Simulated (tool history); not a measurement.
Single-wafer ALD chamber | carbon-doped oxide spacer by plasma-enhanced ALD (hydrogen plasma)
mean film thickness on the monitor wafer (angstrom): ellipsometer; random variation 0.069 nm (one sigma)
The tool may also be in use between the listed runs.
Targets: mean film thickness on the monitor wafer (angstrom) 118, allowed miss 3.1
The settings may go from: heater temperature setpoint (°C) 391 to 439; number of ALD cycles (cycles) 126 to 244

run,hour,heater temperature setpoint (°C),number of ALD cycles (cycles),mean film thickness on the monitor wafer (angstrom)
1,0,415,185,94.794
2,1.6,415,165,83.683
3,9.7,421,165,83.446
4,16.7,431,165,80.701
5,21.6,427,165,81.212
6,26.5,427,154,75.264
7,30.8,427,154,75.431
8,35,425,167,82.971
9,42.5,424,177,88.432
10,49.8,423,186,92.902
11,56.4,421,193,97.375
12,63.9,419,199,100.56
13,65.3,418,204,104.05
14,72.8,417,208,104.24
15,73.8,416,213,107.95
16,75.3,415,216,110.89
17,82.1,414,218,110.61

Which of these 4 next moves meets every target?
A,88.9,411,239,?
B,88.9,408,211,?
C,88.9,401,232,?
D,88.9,420,234,?

move,mean film thickness on the monitor wafer (angstrom)
A,123.82
B,110.21
C,123.48
D,118.25
A: takes the result that was furthest off past its target
B: further off than the last run
C: takes the result that was furthest off past its target
D: meets every target
The right move is D.

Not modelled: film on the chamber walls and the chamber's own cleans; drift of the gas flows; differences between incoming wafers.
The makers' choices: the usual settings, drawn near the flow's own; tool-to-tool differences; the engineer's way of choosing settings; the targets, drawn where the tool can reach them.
